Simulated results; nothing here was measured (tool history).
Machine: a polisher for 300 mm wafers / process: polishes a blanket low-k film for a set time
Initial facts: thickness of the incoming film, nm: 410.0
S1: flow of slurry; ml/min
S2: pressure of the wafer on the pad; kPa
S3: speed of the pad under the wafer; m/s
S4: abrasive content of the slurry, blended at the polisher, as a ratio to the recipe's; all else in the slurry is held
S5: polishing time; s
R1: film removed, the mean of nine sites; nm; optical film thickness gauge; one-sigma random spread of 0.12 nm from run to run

run 1 hour=0 | S1=220 S2=10.3 S3=1.28 S4=1 S5=47 | R1=22.311
run 2 hour=5.8 | S1=220 S2=10.3 S3=1.48 S4=1 S5=47 | R1=24.035
run 3 hour=10.2 | S1=220 S2=10.3 S3=1.48 S4=1 S5=47 | R1=24.403
run 4 hour=13.7 | S1=220 S2=9 S3=1.34 S4=1 S5=47 | R1=19.456
run 5 hour=14.3 | S1=220 S2=9 S3=1.08 S4=1 S5=47 | R1=17.129
run 6 hour=21.6 | S1=220 S2=9 S3=1.08 S4=1.2 S5=47 | R1=19.016
run 7 hour=24.3 | S1=220 S2=8.3 S3=1 S4=1.2 S5=47 | R1=16.477

Run 8, settings as shown, results not yet in. Your forecast:
run 8 hour=32.8 | S1=220 S2=7.6 S3=0.96 S4=1.2 S5=47 | R1=?

Logged for run 8: R1 14.772 nm.

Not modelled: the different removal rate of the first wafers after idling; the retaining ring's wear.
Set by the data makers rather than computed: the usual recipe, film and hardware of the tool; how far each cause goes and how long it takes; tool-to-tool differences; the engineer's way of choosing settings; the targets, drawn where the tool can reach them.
